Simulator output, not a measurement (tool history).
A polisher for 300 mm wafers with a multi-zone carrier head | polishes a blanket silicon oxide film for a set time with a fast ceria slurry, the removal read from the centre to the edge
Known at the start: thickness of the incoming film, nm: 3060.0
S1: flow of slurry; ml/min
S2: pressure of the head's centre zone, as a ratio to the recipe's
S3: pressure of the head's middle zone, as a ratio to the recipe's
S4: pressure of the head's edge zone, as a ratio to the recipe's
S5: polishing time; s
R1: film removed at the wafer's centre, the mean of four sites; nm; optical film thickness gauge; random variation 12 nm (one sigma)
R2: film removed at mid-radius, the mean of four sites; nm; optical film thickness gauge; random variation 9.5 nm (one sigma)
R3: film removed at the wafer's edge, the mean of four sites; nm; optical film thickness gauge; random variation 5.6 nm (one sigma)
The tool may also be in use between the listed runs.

run,hour,S1,S2,S3,S4,S5,R1,R2,R3
1,0.0,170,1.00,1.00,1.00,39,763.10,724.97,753.32
2,4.0,185,1.02,1.01,1.04,39,788.56,732.75,759.32
3,7.4,185,1.02,0.94,1.04,39,782.64,702.56,772.21
4,10.7,195,1.03,0.95,1.06,40,806.34,734.80,800.33
5,11.6,200,1.05,0.95,1.08,41,840.29,770.81,829.29
6,16.2,200,0.98,0.95,1.08,41,790.21,744.84,837.23
7,24.4,205,1.01,0.94,1.09,41,829.53,763.25,828.61
8,25.8,210,1.03,0.93,1.10,41,845.85,753.11,835.18
9,27.9,215,1.04,0.93,1.11,41,839.65,771.25,842.88
10,32.3,245,1.14,0.91,1.13,42,938.96,760.09,885.25
11,34.4,245,1.14,0.93,1.13,42,957.11,778.23,881.61

The next listed run, before its measurement:
12,41.5,245,1.13,0.94,1.13,42,?,?,?

Run 12 gave R1 955.28 nm, R2 773.90 nm, R3 890.12 nm.
